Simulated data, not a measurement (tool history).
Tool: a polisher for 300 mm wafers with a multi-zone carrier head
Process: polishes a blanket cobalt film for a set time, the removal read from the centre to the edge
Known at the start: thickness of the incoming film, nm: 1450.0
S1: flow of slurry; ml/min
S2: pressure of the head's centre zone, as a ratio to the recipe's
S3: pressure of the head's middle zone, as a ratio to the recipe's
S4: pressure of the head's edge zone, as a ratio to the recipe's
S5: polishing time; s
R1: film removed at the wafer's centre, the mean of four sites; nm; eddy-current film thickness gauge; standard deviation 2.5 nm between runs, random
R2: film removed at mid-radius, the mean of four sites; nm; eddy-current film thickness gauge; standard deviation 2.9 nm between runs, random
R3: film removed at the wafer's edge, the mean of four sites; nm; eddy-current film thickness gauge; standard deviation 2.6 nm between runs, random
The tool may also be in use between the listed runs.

{"run": 1, "hour": 0.0, "S1": 275, "S2": 1.0, "S3": 1.0, "S4": 1.0, "S5": 44, "R1": 286.15, "R2": 293.55, "R3": 291.78}
{"run": 2, "hour": 3.0, "S1": 275, "S2": 1.0, "S3": 1.0, "S4": 1.06, "S5": 44, "R1": 290.84, "R2": 293.1, "R3": 294.14}
{"run": 3, "hour": 3.9, "S1": 270, "S2": 0.98, "S3": 0.98, "S4": 1.06, "S5": 43, "R1": 277.44, "R2": 273.3, "R3": 287.64}
{"run": 4, "hour": 7.2, "S1": 235, "S2": 0.98, "S3": 0.98, "S4": 1.06, "S5": 43, "R1": 277.92, "R2": 272.37, "R3": 278.27}
{"run": 5, "hour": 15.8, "S1": 235, "S2": 0.98, "S3": 0.95, "S4": 1.06, "S5": 43, "R1": 277.68, "R2": 270.85, "R3": 289.47}
{"run": 6, "hour": 17.9, "S1": 235, "S2": 0.94, "S3": 0.95, "S4": 1.06, "S5": 43, "R1": 259.98, "R2": 269.46, "R3": 283.74}
{"run": 7, "hour": 18.8, "S1": 235, "S2": 0.94, "S3": 0.95, "S4": 1.06, "S5": 43, "R1": 258.15, "R2": 268.75, "R3": 286.82}
{"run": 8, "hour": 23.4, "S1": 230, "S2": 0.94, "S3": 0.95, "S4": 1.06, "S5": 43, "R1": 259.04, "R2": 271.24, "R3": 282.1}

Run 9 comes next. What will it give?
{"run": 9, "hour": 31.3, "S1": 230, "S2": 0.94, "S3": 0.95, "S4": 1.06, "S5": 43, "R1": "?", "R2": "?", "R3": "?"}

Run 9 came out at R1 256.65 nm, R2 272.87 nm, R3 284.73 nm.
